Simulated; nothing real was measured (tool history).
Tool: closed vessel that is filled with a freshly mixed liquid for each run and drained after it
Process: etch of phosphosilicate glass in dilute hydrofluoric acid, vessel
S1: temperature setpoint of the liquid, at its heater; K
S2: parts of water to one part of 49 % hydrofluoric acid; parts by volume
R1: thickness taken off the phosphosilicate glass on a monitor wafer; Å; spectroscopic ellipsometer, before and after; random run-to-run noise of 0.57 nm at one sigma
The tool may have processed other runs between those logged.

Run 1, hour 0: S1 298.15 K, S2 250 parts by volume, time in the liquid (s) 220. Result: R1 959.81 Å.
Run 2, hour 0.9: S1 296.65 K, S2 260 parts by volume, time in the liquid (s) 220. Result: R1 885.9 Å.
Run 3, hour 1.9: S1 296.65 K, S2 195 parts by volume, time in the liquid (s) 220. Result: R1 1256.2 Å.
Run 4, hour 6.6: S1 298.15 K, S2 195 parts by volume, time in the liquid (s) 220. Result: R1 1312 Å.
Run 5, hour 11.2: S1 296.65 K, S2 220 parts by volume, time in the liquid (s) 220. Result: R1 1084.9 Å.
Run 6, hour 18.8: S1 293.65 K, S2 220 parts by volume, time in the liquid (s) 220. Result: R1 965.81 Å.

The next listed run, before its measurement:
Run 7, hour 28.1: S1 292.65 K, S2 235 parts by volume, time in the liquid (s) 220. Result: R1 ?.

Run 7 measured R1 847.48 Å.
